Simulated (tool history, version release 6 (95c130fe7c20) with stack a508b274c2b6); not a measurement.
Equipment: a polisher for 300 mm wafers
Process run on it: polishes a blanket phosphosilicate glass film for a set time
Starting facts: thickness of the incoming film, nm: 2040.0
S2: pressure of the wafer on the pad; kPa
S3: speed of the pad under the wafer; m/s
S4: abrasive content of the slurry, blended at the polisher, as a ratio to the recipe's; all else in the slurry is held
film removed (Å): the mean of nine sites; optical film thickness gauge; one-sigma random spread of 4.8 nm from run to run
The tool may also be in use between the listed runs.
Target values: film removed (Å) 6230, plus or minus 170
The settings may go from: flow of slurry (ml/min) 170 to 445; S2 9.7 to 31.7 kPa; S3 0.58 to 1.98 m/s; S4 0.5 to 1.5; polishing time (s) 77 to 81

{"run": 1, "hour": 0.0, "flow of slurry (ml/min)": 285, "S2": 20.7, "S3": 1.28, "S4": 1, "polishing time (s)": 77, "film removed (Å)": 7924.6}
{"run": 2, "hour": 0.8, "flow of slurry (ml/min)": 285, "S2": 19.3, "S3": 1.28, "S4": 1, "polishing time (s)": 77, "film removed (Å)": 7547.2}
{"run": 3, "hour": 5.4, "flow of slurry (ml/min)": 235, "S2": 19.3, "S3": 1.28, "S4": 1, "polishing time (s)": 77, "film removed (Å)": 7364.8}
{"run": 4, "hour": 9.5, "flow of slurry (ml/min)": 235, "S2": 19.3, "S3": 1.16, "S4": 1, "polishing time (s)": 77, "film removed (Å)": 6938.9}
{"run": 5, "hour": 13.4, "flow of slurry (ml/min)": 290, "S2": 19.3, "S3": 1.16, "S4": 1, "polishing time (s)": 77, "film removed (Å)": 7207.8}
{"run": 6, "hour": 18.8, "flow of slurry (ml/min)": 290, "S2": 19.3, "S3": 1.16, "S4": 0.9, "polishing time (s)": 77, "film removed (Å)": 6955.2}
{"run": 7, "hour": 25.5, "flow of slurry (ml/min)": 280, "S2": 18.6, "S3": 1.16, "S4": 0.9, "polishing time (s)": 77, "film removed (Å)": 6684.6}
{"run": 8, "hour": 27.6, "flow of slurry (ml/min)": 275, "S2": 18.6, "S3": 1.16, "S4": 0.9, "polishing time (s)": 77, "film removed (Å)": 6679.9}
{"run": 9, "hour": 33.2, "flow of slurry (ml/min)": 270, "S2": 18.6, "S3": 1.16, "S4": 0.9, "polishing time (s)": 77, "film removed (Å)": 6689.8}
{"run": 10, "hour": 34.1, "flow of slurry (ml/min)": 265, "S2": 18.6, "S3": 1.16, "S4": 0.9, "polishing time (s)": 77, "film removed (Å)": 6563.9}
{"run": 11, "hour": 35.7, "flow of slurry (ml/min)": 255, "S2": 18.6, "S3": 1.16, "S4": 0.9, "polishing time (s)": 77, "film removed (Å)": 6696.1}
{"run": 12, "hour": 39.3, "flow of slurry (ml/min)": 255, "S2": 16.5, "S3": 1.16, "S4": 0.9, "polishing time (s)": 77, "film removed (Å)": 5937.8}
{"run": 13, "hour": 46.2, "flow of slurry (ml/min)": 255, "S2": 16.5, "S3": 1.16, "S4": 0.9, "polishing time (s)": 77, "film removed (Å)": 5887.9}
{"run": 14, "hour": 48.8, "flow of slurry (ml/min)": 260, "S2": 16.5, "S3": 1.16, "S4": 0.9, "polishing time (s)": 77, "film removed (Å)": 5864.9}
{"run": 15, "hour": 53.4, "flow of slurry (ml/min)": 265, "S2": 16.5, "S3": 1.16, "S4": 0.9, "polishing time (s)": 77, "film removed (Å)": 6018.5}

Consider the 4 candidate settings below. Which is the only one whose results all fall within their allowed miss of target?
{"run": "A", "hour": 58.0, "flow of slurry (ml/min)": 180, "S2": 15.2, "S3": 1.48, "S4": 0.7, "polishing time (s)": 81, "film removed (Å)": "?"}
{"run": "B", "hour": 58.0, "flow of slurry (ml/min)": 285, "S2": 15.9, "S3": 1.14, "S4": 1, "polishing time (s)": 81, "film removed (Å)": "?"}
{"run": "C", "hour": 58.0, "flow of slurry (ml/min)": 290, "S2": 18.6, "S3": 0.98, "S4": 0.8, "polishing time (s)": 77, "film removed (Å)": "?"}
{"run": "D", "hour": 58.0, "flow of slurry (ml/min)": 310, "S2": 16.5, "S3": 1.08, "S4": 0.8, "polishing time (s)": 81, "film removed (Å)": "?"}

move=A film_removed_(Å)=5708.9
move=B film_removed_(Å)=6184.6
move=C film_removed_(Å)=5864.1
move=D film_removed_(Å)=5819.4
A: further off than the last run
B: every result lands within tolerance
C: further off than the last run
D: further off than the last run
Correct choice: B, which meets every target
